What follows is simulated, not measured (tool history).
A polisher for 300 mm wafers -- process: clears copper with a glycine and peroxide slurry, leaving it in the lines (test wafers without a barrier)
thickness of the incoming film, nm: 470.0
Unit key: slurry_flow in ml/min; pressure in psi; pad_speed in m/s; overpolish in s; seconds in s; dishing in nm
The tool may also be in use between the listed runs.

{"run": 1, "hour": 0.0, "slurry_flow": 215, "pressure": 2.5, "pad_speed": 0.8, "overpolish": 30, "seconds": 122.6, "dishing": 78.82}
{"run": 2, "hour": 1.0, "slurry_flow": 215, "pressure": 2.5, "pad_speed": 0.8, "overpolish": 18, "seconds": 124.11, "dishing": 52.979}
{"run": 3, "hour": 5.7, "slurry_flow": 215, "pressure": 2.5, "pad_speed": 0.8, "overpolish": 10, "seconds": 125.02, "dishing": 32.032}
{"run": 4, "hour": 11.3, "slurry_flow": 170, "pressure": 2.5, "pad_speed": 0.8, "overpolish": 10, "seconds": 124.79, "dishing": 32.368}
{"run": 5, "hour": 19.1, "slurry_flow": 170, "pressure": 2.9, "pad_speed": 0.8, "overpolish": 10, "seconds": 114.58, "dishing": 35.014}
{"run": 6, "hour": 25.5, "slurry_flow": 130, "pressure": 2.9, "pad_speed": 0.8, "overpolish": 10, "seconds": 117.62, "dishing": 34.457}
{"run": 7, "hour": 33.7, "slurry_flow": 130, "pressure": 2.9, "pad_speed": 0.8, "overpolish": 10, "seconds": 115.69, "dishing": 33.339}
{"run": 8, "hour": 36.7, "slurry_flow": 140, "pressure": 3.1, "pad_speed": 0.8, "overpolish": 13, "seconds": 112.86, "dishing": 45.62}
{"run": 9, "hour": 42.7, "slurry_flow": 200, "pressure": 3.6, "pad_speed": 0.96, "overpolish": 10, "seconds": 83.314, "dishing": 46.05}
{"run": 10, "hour": 43.6, "slurry_flow": 200, "pressure": 3.6, "pad_speed": 0.94, "overpolish": 12, "seconds": 84.579, "dishing": 51.43}
{"run": 11, "hour": 44.7, "slurry_flow": 200, "pressure": 3.6, "pad_speed": 0.92, "overpolish": 14, "seconds": 89.166, "dishing": 58.971}
{"hour": 51.6, "done": "slurry nozzle cleaned"}
{"run": 12, "hour": 51.6, "slurry_flow": 205, "pressure": 3.7, "pad_speed": 0.92, "overpolish": 14, "seconds": 82.482, "dishing": 62.444}
{"run": 13, "hour": 57.9, "slurry_flow": 205, "pressure": 3.7, "pad_speed": 0.9, "overpolish": 14, "seconds": 81.454, "dishing": 58.031}
{"run": 14, "hour": 65.3, "slurry_flow": 200, "pressure": 3.6, "pad_speed": 0.9, "overpolish": 15, "seconds": 84.907, "dishing": 61.591}
{"run": 15, "hour": 67.7, "slurry_flow": 200, "pressure": 3.6, "pad_speed": 0.88, "overpolish": 15, "seconds": 87.845, "dishing": 61.237}

Predict the results of run 16:
{"run": 16, "hour": 76.1, "slurry_flow": 205, "pressure": 3.6, "pad_speed": 0.86, "overpolish": 15, "seconds": "?", "dishing": "?"}

Run 16 produced seconds 87.893 s, dishing 58.874 nm.
